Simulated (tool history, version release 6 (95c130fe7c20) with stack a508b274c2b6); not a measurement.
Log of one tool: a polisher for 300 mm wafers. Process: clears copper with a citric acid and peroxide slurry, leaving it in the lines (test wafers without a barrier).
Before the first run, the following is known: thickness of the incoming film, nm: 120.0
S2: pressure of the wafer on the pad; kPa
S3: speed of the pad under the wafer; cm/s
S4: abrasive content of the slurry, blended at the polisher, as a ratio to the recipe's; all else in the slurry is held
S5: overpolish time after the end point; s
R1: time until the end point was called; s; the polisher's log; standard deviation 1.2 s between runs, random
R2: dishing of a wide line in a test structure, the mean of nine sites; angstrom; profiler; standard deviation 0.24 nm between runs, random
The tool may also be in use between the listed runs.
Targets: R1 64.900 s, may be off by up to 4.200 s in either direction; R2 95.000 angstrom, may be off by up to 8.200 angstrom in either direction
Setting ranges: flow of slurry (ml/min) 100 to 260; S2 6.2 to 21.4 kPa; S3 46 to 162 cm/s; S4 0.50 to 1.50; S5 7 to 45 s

{"run": 1, "day": 0.0, "flow of slurry (ml/min)": 165, "S2": 13.8, "S3": 104, "S4": 1.0, "S5": 23, "R1": 66.006, "R2": 260.34}
{"run": 2, "day": 0.346, "flow of slurry (ml/min)": 165, "S2": 12.4, "S3": 112, "S4": 1.0, "S5": 19, "R1": 70.135, "R2": 216.29}
{"run": 3, "day": 0.504, "flow of slurry (ml/min)": 170, "S2": 11.7, "S3": 116, "S4": 1.0, "S5": 16, "R1": 70.132, "R2": 180.82}
{"run": 4, "day": 0.846, "flow of slurry (ml/min)": 125, "S2": 11.7, "S3": 116, "S4": 1.0, "S5": 16, "R1": 73.073, "R2": 183.46}
{"run": 5, "day": 1.188, "flow of slurry (ml/min)": 125, "S2": 10.3, "S3": 116, "S4": 1.0, "S5": 16, "R1": 86.082, "R2": 156.25}
{"run": 6, "day": 1.275, "flow of slurry (ml/min)": 125, "S2": 8.3, "S3": 116, "S4": 1.0, "S5": 16, "R1": 104.14, "R2": 130.49}
{"run": 7, "day": 1.575, "flow of slurry (ml/min)": 155, "S2": 7.6, "S3": 126, "S4": 1.0, "S5": 14, "R1": 100.19, "R2": 121.25}
{"run": 8, "day": 1.771, "flow of slurry (ml/min)": 180, "S2": 7.6, "S3": 134, "S4": 1.1, "S5": 12, "R1": 90.407, "R2": 112.19}
{"run": 9, "day": 2.1, "flow of slurry (ml/min)": 195, "S2": 7.6, "S3": 140, "S4": 1.2, "S5": 11, "R1": 84.604, "R2": 109.02}
{"run": 10, "day": 2.162, "flow of slurry (ml/min)": 210, "S2": 7.6, "S3": 146, "S4": 1.25, "S5": 10, "R1": 81.544, "R2": 103.92}
{"run": 11, "day": 2.467, "flow of slurry (ml/min)": 220, "S2": 7.6, "S3": 150, "S4": 1.3, "S5": 9, "R1": 78.218, "R2": 98.172}
{"run": 12, "day": 2.633, "flow of slurry (ml/min)": 225, "S2": 7.6, "S3": 152, "S4": 1.35, "S5": 9, "R1": 75.599, "R2": 102.12}
{"run": 13, "day": 2.867, "flow of slurry (ml/min)": 180, "S2": 11.0, "S3": 160, "S4": 1.1, "S5": 7, "R1": 53.861, "R2": 113.86}
{"run": 14, "day": 3.221, "flow of slurry (ml/min)": 180, "S2": 11.0, "S3": 160, "S4": 1.1, "S5": 7, "R1": 53.605, "R2": 113.29}
{"run": 15, "day": 3.296, "flow of slurry (ml/min)": 185, "S2": 10.3, "S3": 160, "S4": 1.1, "S5": 7, "R1": 57.139, "R2": 108.26}
{"run": 16, "day": 3.458, "flow of slurry (ml/min)": 190, "S2": 9.7, "S3": 160, "S4": 1.1, "S5": 7, "R1": 60.149, "R2": 105.62}
{"run": 17, "day": 3.592, "flow of slurry (ml/min)": 190, "S2": 9.7, "S3": 160, "S4": 1.15, "S5": 7, "R1": 59.479, "R2": 106.07}
{"run": 18, "day": 3.671, "flow of slurry (ml/min)": 195, "S2": 9.7, "S3": 160, "S4": 1.15, "S5": 7, "R1": 59.405, "R2": 100.39}

Pick the move, out of 5, that brings all results within their allowed miss; only one does.
{"run": "A", "day": 3.75, "flow of slurry (ml/min)": 200, "S2": 9.7, "S3": 154, "S4": 1.25, "S5": 8, "R1": "?", "R2": "?"}
{"run": "B", "day": 3.75, "flow of slurry (ml/min)": 205, "S2": 9.7, "S3": 162, "S4": 1.35, "S5": 7, "R1": "?", "R2": "?"}
{"run": "C", "day": 3.75, "flow of slurry (ml/min)": 200, "S2": 9.7, "S3": 156, "S4": 1.4, "S5": 7, "R1": "?", "R2": "?"}
{"run": "D", "day": 3.75, "flow of slurry (ml/min)": 200, "S2": 9.7, "S3": 162, "S4": 1.2, "S5": 7, "R1": "?", "R2": "?"}
{"run": "E", "day": 3.75, "flow of slurry (ml/min)": 205, "S2": 9.0, "S3": 154, "S4": 1.15, "S5": 7, "R1": "?", "R2": "?"}

move=A R1=59.630 R2=111.080
move=B R1=55.816 R2=104.510
move=C R1=57.657 R2=101.490
move=D R1=57.204 R2=102.210
move=E R1=64.853 R2=90.989
A: lands further from the targets than the last run did
B: lands further from the targets than the last run did
C: lands further from the targets than the last run did
D: lands further from the targets than the last run did
E: hits every target within its allowed miss
E meets every target.

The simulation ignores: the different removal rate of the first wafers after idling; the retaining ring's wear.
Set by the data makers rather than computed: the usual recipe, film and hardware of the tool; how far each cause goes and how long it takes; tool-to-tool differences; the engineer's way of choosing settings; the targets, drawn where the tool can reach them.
